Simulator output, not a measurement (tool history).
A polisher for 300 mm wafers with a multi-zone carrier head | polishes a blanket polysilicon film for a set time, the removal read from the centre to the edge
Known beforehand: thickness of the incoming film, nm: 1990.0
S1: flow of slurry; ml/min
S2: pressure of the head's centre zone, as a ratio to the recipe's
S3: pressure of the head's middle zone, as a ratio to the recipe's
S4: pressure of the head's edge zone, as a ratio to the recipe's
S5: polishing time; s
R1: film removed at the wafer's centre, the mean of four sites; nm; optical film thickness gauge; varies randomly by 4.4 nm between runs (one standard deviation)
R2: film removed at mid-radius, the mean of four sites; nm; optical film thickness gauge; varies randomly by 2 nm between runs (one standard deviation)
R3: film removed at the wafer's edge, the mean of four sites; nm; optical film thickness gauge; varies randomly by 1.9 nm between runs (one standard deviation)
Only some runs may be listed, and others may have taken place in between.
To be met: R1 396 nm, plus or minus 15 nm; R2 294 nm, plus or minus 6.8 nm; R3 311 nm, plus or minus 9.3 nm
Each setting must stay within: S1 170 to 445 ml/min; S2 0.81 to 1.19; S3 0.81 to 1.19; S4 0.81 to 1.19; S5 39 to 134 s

run 1 day=0 | S1=285 S2=1 S3=1 S4=1 S5=86 | R1=575.52 R2=565.24 R3=574.14
run 2 day=0.242 | S1=255 S2=1 S3=1 S4=1 S5=86 | R1=566.39 R2=557.59 R3=572.55
run 3 day=0.492 | S1=255 S2=1 S3=1.04 S4=1 S5=86 | R1=584.27 R2=583.28 R3=567.71
run 4 day=0.688 | S1=320 S2=1 S3=1.04 S4=1 S5=86 | R1=601.79 R2=596.55 R3=582.91
run 5 day=0.754 | S1=315 S2=1.04 S3=1 S4=0.96 S5=76 | R1=547.92 R2=513.23 R3=497.65
run 6 day=1.012 | S1=315 S2=1.04 S3=0.94 S4=0.96 S5=76 | R1=547.87 R2=488.2 R3=503.31
run 7 day=1.062 | S1=310 S2=1.06 S3=0.91 S4=0.94 S5=68 | R1=494.04 R2=418.99 R3=450.55
run 8 day=1.117 | S1=310 S2=1.08 S3=0.9 S4=0.91 S5=63 | R1=473.09 R2=386.21 R3=405.23
run 9 day=1.292 | S1=290 S2=1.09 S3=0.89 S4=0.89 S5=61 | R1=445.38 R2=365.66 R3=388.48
run 10 day=1.642 | S1=280 S2=1.11 S3=0.88 S4=0.87 S5=59 | R1=438.01 R2=351.3 R3=369.47
run 11 day=2.008 | S1=265 S2=1.13 S3=0.87 S4=0.86 S5=57 | R1=434.78 R2=337.48 R3=350.91
run 12 day=2.321 | S1=205 S2=1.12 S3=0.81 S4=0.81 S5=51 | R1=368.43 R2=268.06 R3=300.49
run 13 day=2.675 | S1=285 S2=1.14 S3=0.84 S4=0.82 S5=49 | R1=378.48 R2=284.06 R3=301.45
run 14 day=3.033 | S1=290 S2=1.14 S3=0.84 S4=0.83 S5=49 | R1=380.97 R2=278.84 R3=302.26
run 15 day=3.296 | S1=290 S2=1.14 S3=0.85 S4=0.84 S5=49 | R1=391.16 R2=284.43 R3=301.64
run 16 day=3.325 | S1=290 S2=1.14 S3=0.85 S4=0.85 S5=49 | R1=382.26 R2=279.32 R3=303.25
run 17 day=3.488 | S1=295 S2=1.14 S3=0.86 S4=0.85 S5=49 | R1=384.39 R2=283.69 R3=304.06

Which one of the following 5 next-run settings gets every result inside its allowed miss? There is exactly one.
run A day=3.65 | S1=370 S2=1.12 S3=0.83 S4=0.95 S5=51 | R1=? R2=? R3=?
run B day=3.65 | S1=345 S2=1.09 S3=0.81 S4=0.91 S5=52 | R1=? R2=? R3=?
run C day=3.65 | S1=305 S2=1.16 S3=0.81 S4=0.87 S5=49 | R1=? R2=? R3=?
run D day=3.65 | S1=305 S2=1.17 S3=0.82 S4=0.82 S5=49 | R1=? R2=? R3=?
run E day=3.65 | S1=230 S2=1.16 S3=0.86 S4=0.82 S5=52 | R1=? R2=? R3=?

move=A R1=396.66 R2=294.5 R3=340.8
move=B R1=390.85 R2=292.64 R3=339.09
move=C R1=386.97 R2=272.4 R3=310.17
move=D R1=390.36 R2=275.14 R3=302.06
move=E R1=395.2 R2=293.24 R3=312.02
A: the worst result of the last run now meets its target, but another is out of spec
B: the worst result of the last run now meets its target, but another is out of spec
C: moves away from the targets compared with the last run
D: moves away from the targets compared with the last run
E: meets every target
The right move is E.
